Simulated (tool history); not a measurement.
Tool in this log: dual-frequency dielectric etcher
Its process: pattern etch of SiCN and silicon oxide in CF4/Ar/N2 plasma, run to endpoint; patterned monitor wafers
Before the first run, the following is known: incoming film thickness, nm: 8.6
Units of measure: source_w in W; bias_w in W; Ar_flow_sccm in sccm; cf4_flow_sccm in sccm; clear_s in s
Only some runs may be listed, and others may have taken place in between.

run,hour,source_w,bias_w,Ar_flow_sccm,cf4_flow_sccm,clear_s
1,0.0,340,92,72,70,12.046
2,6.1,340,92,72,63,12.280
3,13.9,340,102,72,63,11.857
4,22.4,340,102,62,63,11.729
5,29.2,340,102,62,55,11.951
6,32.8,310,101,62,55,12.808

Expected results for the next run?
7,38.0,280,100,62,55,?

{"run 7": {"clear_s": 13.951}}
